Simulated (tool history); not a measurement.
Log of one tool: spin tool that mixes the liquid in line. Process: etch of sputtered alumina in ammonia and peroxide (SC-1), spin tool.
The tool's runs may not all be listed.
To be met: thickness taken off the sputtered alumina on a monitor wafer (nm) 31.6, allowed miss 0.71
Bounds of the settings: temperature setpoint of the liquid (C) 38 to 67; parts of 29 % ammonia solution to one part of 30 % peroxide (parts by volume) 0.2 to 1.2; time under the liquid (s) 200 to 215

run  hour  temperature setpoint of the liquid (C)  parts of 29 % ammonia solution to one part of 30 % peroxide (parts by volume)  time under the liquid (s)  thickness taken off the sputtered alumina on a monitor wafer (nm)
  1     0                                      51                                                                           0.75                        200                                                             15.783
  2     1                                      51                                                                           0.75                        215                                                             16.964
  3   9.2                                    48.5                                                                           0.75                        215                                                             14.871
  4  10.8                                    48.5                                                                           0.75                        200                                                             13.876
  5  12.1                                    53.5                                                                           0.75                        200                                                             18.319
  6  15.8                                    53.5                                                                           0.75                        200                                                             18.065
  7    24                                    53.5                                                                           0.75                        200                                                             18.005
  8  32.9                                    56.5                                                                           0.75                        200                                                             21.343
  9  34.7                                    58.5                                                                           0.75                        200                                                             23.458
 10  38.3                                      60                                                                           0.75                        200                                                             25.391
 11  39.1                                      61                                                                           0.75                        200                                                             26.804
 12  42.4                                      61                                                                           0.75                        200                                                              26.85
 13  48.1                                      62                                                                           0.75                        200                                                             28.352
 14  51.7                                    62.5                                                                           0.75                        200                                                              28.72
 15  60.4                                      63                                                                           0.75                        200                                                             29.608
 16  64.3                                      63                                                                           0.75                        200                                                             29.452

Which of these 4 next moves meets every target?
  A  68.2                                      64                                                                            0.8                        215                                                                  ?
  B  68.2                                      64                                                                           0.95                        200                                                                  ?
  C  68.2                                    64.5                                                                            0.7                        215                                                                  ?
  D  68.2                                      64                                                                            0.7                        215                                                                  ?

move  thickness taken off the sputtered alumina on a monitor wafer (nm)
   A                                                             33.632
   B                                                             31.797
   C                                                             34.049
   D                                                              33.21
A: takes the result that was furthest off past its target
B: meets every target
C: takes the result that was furthest off past its target
D: takes the result that was furthest off past its target
Answer: B

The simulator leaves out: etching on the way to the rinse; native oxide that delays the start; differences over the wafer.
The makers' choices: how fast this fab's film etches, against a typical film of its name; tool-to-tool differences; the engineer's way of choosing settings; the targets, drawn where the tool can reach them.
